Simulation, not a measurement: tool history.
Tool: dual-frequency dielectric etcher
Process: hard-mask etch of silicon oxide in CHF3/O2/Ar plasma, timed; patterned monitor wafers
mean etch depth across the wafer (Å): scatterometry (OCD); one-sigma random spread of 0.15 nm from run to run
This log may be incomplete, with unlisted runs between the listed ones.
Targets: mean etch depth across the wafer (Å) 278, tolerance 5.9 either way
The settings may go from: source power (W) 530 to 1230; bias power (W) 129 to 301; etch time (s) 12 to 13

run  hour  source power (W)  bias power (W)  etch time (s)  mean etch depth across the wafer (Å)
  1     0               880             215             13                                310.64
  2   2.8               830             212             13                                 297.6
  3  10.9               910             212             13                                 319.6
  4  17.9               970             212             13                                326.66
  5  18.7               920             210             13                                315.06
  6  26.6              1030             210             13                                338.72
  7  32.4               970             207             13                                323.07
  8  36.8               920             205             13                                312.42
  9  43.2               880             204             13                                300.83
 10  48.7               740             199             13                                 271.2

Which of these 4 next moves meets every target?
  A  54.2               790             191           12.5                                     ?
  B  54.2               750             203             13                                     ?
  C  54.2               710             216           12.5                                     ?
  D  54.2               760             200           12.5                                     ?

move  mean etch depth across the wafer (Å)
   A                                267.57
   B                                277.55
   C                                265.58
   D                                267.16
A: lands further from the targets than the last run did
B: hits every target within its allowed miss
C: lands further from the targets than the last run did
D: lands further from the targets than the last run did
Answer: B

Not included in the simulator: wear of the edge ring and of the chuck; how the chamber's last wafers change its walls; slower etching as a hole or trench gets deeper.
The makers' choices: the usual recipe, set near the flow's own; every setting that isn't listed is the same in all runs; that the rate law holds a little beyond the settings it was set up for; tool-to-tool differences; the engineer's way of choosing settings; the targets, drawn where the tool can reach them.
